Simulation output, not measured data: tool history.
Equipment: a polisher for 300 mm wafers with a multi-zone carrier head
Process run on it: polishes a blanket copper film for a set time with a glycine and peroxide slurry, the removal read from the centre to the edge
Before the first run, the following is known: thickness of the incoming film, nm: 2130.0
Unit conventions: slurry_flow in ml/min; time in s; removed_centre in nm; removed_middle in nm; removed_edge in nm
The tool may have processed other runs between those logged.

run,hour,slurry_flow,centre_zone,middle_zone,edge_zone,time,removed_centre,removed_middle,removed_edge
1,0.0,265,1.00,1.00,1.00,45,213.40,215.86,219.06
2,4.1,270,1.03,1.02,1.02,48,242.07,237.38,237.24
3,5.3,270,1.04,1.03,1.05,50,250.86,249.30,245.65
4,6.0,270,1.04,0.99,1.05,50,258.71,240.97,244.28
5,10.5,270,1.04,0.99,1.06,52,257.39,252.97,254.52
6,13.2,270,1.05,0.99,1.07,54,272.88,254.08,268.90
7,19.3,275,1.06,1.01,1.07,55,276.92,265.00,265.21

For run 8, what comes out?
8,21.4,275,1.06,1.01,1.07,57,?,?,?

{"run 8": {"removed_centre": 288.75, "removed_middle": 271.98, "removed_edge": 280.58}}

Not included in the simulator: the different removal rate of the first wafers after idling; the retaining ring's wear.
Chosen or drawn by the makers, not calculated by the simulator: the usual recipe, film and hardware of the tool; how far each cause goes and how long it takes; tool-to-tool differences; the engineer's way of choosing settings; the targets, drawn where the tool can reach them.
